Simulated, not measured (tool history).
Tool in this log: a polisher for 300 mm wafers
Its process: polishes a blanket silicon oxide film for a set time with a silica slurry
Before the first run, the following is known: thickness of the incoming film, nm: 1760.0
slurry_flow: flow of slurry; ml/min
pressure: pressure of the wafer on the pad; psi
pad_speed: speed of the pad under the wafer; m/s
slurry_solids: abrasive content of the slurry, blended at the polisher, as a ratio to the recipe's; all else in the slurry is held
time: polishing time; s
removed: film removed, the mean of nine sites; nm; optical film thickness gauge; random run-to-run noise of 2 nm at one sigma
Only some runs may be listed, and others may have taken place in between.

{"run": 1, "day": 0.0, "slurry_flow": 245, "pressure": 4.9, "pad_speed": 1.0, "slurry_solids": 1.0, "time": 54, "removed": 188.84}
{"run": 2, "day": 0.05, "slurry_flow": 245, "pressure": 4.9, "pad_speed": 0.82, "slurry_solids": 1.0, "time": 54, "removed": 162.68}
{"run": 3, "day": 0.208, "slurry_flow": 250, "pressure": 5.5, "pad_speed": 0.82, "slurry_solids": 1.0, "time": 54, "removed": 178.08}
{"run": 4, "day": 0.308, "slurry_flow": 250, "pressure": 6.2, "pad_speed": 0.82, "slurry_solids": 1.0, "time": 54, "removed": 205.2}
{"run": 5, "day": 0.504, "slurry_flow": 250, "pressure": 6.5, "pad_speed": 0.82, "slurry_solids": 1.0, "time": 54, "removed": 211.27}
{"run": 6, "day": 0.796, "slurry_flow": 250, "pressure": 6.8, "pad_speed": 0.82, "slurry_solids": 1.0, "time": 54, "removed": 223.19}
{"run": 7, "day": 0.833, "slurry_flow": 250, "pressure": 7.0, "pad_speed": 0.82, "slurry_solids": 1.0, "time": 54, "removed": 230.75}

Run 8 comes next. What will it give?
{"run": 8, "day": 0.921, "slurry_flow": 255, "pressure": 7.1, "pad_speed": 0.82, "slurry_solids": 1.0, "time": 54, "removed": "?"}

Run 8 yielded removed 227.39 nm.

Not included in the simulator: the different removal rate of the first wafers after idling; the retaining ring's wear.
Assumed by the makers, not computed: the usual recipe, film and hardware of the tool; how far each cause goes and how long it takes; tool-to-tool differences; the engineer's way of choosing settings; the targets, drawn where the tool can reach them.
